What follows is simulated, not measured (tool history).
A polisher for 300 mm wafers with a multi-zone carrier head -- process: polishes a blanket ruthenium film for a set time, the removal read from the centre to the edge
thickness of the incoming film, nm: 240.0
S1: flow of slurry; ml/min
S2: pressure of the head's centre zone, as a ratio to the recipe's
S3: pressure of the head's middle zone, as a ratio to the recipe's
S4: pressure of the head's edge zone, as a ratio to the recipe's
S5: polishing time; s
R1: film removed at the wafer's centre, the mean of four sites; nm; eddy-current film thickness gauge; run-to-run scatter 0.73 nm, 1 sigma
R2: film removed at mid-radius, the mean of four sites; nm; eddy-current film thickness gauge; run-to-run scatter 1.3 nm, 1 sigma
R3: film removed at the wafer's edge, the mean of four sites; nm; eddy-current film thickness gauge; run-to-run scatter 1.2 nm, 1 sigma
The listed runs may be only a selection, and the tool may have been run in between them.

run,hour,S1,S2,S3,S4,S5,R1,R2,R3
1,0,285,1,1,1,56,90.183,87.842,90.761
2,8,250,1,1,1,56,88.858,89.929,87.553
3,11.6,255,1.03,1.03,1.01,57,94.191,95.206,88.316
4,19.7,275,1.05,1.05,1.03,57,96.524,94.755,90.906
5,28.5,280,1.07,1.07,1.03,58,100.15,96.485,91.453
6,30.9,280,1.07,1.07,1.03,72,123.39,123.13,117.09
7,38,270,1.07,1.06,1.01,71,123.07,118.62,114.5

What will run 8 give?
8,43.7,260,1.07,1.06,0.99,70,?,?,?

{"run 8": {"R1": 118.89, "R2": 116.35, "R3": 108.09}}
